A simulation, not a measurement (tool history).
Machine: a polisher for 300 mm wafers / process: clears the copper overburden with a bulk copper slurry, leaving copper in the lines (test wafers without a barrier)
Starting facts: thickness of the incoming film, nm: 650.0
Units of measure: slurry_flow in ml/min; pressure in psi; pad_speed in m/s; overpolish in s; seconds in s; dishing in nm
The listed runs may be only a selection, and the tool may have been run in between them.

run  hour  slurry_flow  pressure  pad_speed  slurry_solids  overpolish  seconds  dishing
  1     0          130       2.6       0.84              1          10   111.64   32.646
  2   2.2          130       2.6       0.84            1.1          10   109.83   32.872
  3   3.6          125       2.5       0.84            1.1          10   113.65    32.81
  4   8.7          125       2.4       0.84            1.1          10   117.41   30.922
  5  12.6          125       2.3       0.84            1.1          11   123.31   31.756
  6  20.6          125       2.3       1.06            1.1          11   100.34    36.03
  7  26.1          120       2.1       1.06            1.1          11   108.76     34.5
  8  29.8          120       2.1       1.06            1.1          11   108.06   34.158

For run 9, what comes out?
  9  38.6          100       1.4       1.06            1.1          12        ?        ?

seconds: 166.04 s
dishing: 27.871 nm

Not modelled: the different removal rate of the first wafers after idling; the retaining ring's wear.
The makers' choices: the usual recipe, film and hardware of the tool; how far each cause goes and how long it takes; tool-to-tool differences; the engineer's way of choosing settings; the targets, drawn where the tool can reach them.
